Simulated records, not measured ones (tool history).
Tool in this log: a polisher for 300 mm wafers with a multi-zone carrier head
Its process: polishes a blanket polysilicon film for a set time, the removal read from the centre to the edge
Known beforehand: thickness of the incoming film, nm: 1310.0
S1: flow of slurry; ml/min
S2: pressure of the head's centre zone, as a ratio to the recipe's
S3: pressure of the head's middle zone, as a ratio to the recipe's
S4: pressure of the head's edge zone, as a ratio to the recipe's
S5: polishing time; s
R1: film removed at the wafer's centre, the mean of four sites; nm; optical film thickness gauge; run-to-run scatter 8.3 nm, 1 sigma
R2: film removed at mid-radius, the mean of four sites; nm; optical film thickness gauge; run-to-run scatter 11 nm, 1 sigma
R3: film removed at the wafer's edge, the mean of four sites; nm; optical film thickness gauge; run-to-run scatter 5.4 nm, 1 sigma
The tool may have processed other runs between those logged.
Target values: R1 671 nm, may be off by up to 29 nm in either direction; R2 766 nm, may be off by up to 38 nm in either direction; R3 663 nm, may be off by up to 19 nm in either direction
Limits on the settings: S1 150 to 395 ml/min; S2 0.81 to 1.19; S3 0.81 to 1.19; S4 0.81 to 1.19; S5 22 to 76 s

{"run": 1, "hour": 0.0, "S1": 250, "S2": 1, "S3": 1, "S4": 1, "S5": 49, "R1": 471.57, "R2": 458.29, "R3": 471.6}
{"run": 2, "hour": 1.2, "S1": 250, "S2": 1, "S3": 1.04, "S4": 1, "S5": 49, "R1": 471.4, "R2": 477.75, "R3": 477.58}
{"run": 3, "hour": 6.0, "S1": 250, "S2": 1, "S3": 1.12, "S4": 1, "S5": 49, "R1": 478.47, "R2": 505.07, "R3": 476.51}
{"run": 4, "hour": 12.5, "S1": 250, "S2": 1, "S3": 1.17, "S4": 1, "S5": 49, "R1": 486.55, "R2": 532.46, "R3": 477.23}
{"run": 5, "hour": 20.3, "S1": 250, "S2": 1, "S3": 1.17, "S4": 1, "S5": 61, "R1": 594.53, "R2": 657.95, "R3": 592.03}
{"run": 6, "hour": 23.3, "S1": 250, "S2": 1, "S3": 1.17, "S4": 1, "S5": 49, "R1": 469.73, "R2": 544.1, "R3": 474.01}
{"run": 7, "hour": 31.5, "S1": 320, "S2": 0.98, "S3": 1.19, "S4": 0.98, "S5": 63, "R1": 614.39, "R2": 720.52, "R3": 611.48}
{"run": 8, "hour": 39.5, "S1": 320, "S2": 0.98, "S3": 1.19, "S4": 0.99, "S5": 63, "R1": 606.57, "R2": 700.52, "R3": 615.09}
{"run": 9, "hour": 44.8, "S1": 320, "S2": 0.98, "S3": 1.19, "S4": 0.99, "S5": 64, "R1": 622.35, "R2": 705, "R3": 630.69}

4 candidate next runs follow, results not yet known. Just one meets every target within its allowed miss. Identify it.
{"run": "A", "hour": 50.1, "S1": 370, "S2": 0.99, "S3": 1.09, "S4": 1.19, "S5": 68, "R1": "?", "R2": "?", "R3": "?"}
{"run": "B", "hour": 50.1, "S1": 300, "S2": 0.83, "S3": 1.19, "S4": 1.03, "S5": 66, "R1": "?", "R2": "?", "R3": "?"}
{"run": "C", "hour": 50.1, "S1": 220, "S2": 1, "S3": 1.19, "S4": 0.99, "S5": 70, "R1": "?", "R2": "?", "R3": "?"}
{"run": "D", "hour": 50.1, "S1": 350, "S2": 0.91, "S3": 1.06, "S4": 1.14, "S5": 66, "R1": "?", "R2": "?", "R3": "?"}

move=A R1=680.27 R2=708.61 R3=738.03
move=B R1=543.43 R2=730.77 R3=664.94
move=C R1=674.57 R2=753.42 R3=679.93
move=D R1=603.67 R2=669.21 R3=701.22
A: pushes the last run's worst result past its target
B: meets the target for the result that was furthest off, but another lies outside its allowed miss
C: each result inside its tolerance
D: pushes the last run's worst result past its target
The right move is C.
